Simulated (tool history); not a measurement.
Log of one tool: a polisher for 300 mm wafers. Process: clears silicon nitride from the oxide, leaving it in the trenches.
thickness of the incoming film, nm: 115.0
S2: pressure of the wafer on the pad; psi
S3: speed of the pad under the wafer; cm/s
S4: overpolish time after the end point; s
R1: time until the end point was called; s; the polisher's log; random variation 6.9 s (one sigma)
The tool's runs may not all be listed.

run 1 hour=0.0 | flow_of_slurry_(ml/min)=190 S2=2.6 S3=86 S4=38 | R1=195.52
run 2 hour=4.9 | flow_of_slurry_(ml/min)=190 S2=2.3 S3=82 S4=38 | R1=226.59
run 3 hour=11.7 | flow_of_slurry_(ml/min)=190 S2=2.0 S3=82 S4=38 | R1=263.11
run 4 hour=12.9 | flow_of_slurry_(ml/min)=190 S2=1.8 S3=80 S4=38 | R1=302.92
run 5 hour=21.4 | flow_of_slurry_(ml/min)=190 S2=2.3 S3=80 S4=38 | R1=239.29
run 6 hour=27.0 | flow_of_slurry_(ml/min)=190 S2=2.3 S3=66 S4=38 | R1=288.42

The next listed run, before its measurement:
run 7 hour=34.0 | flow_of_slurry_(ml/min)=190 S2=2.2 S3=66 S4=38 | R1=?

{"run 7": {"R1": 292.29}}
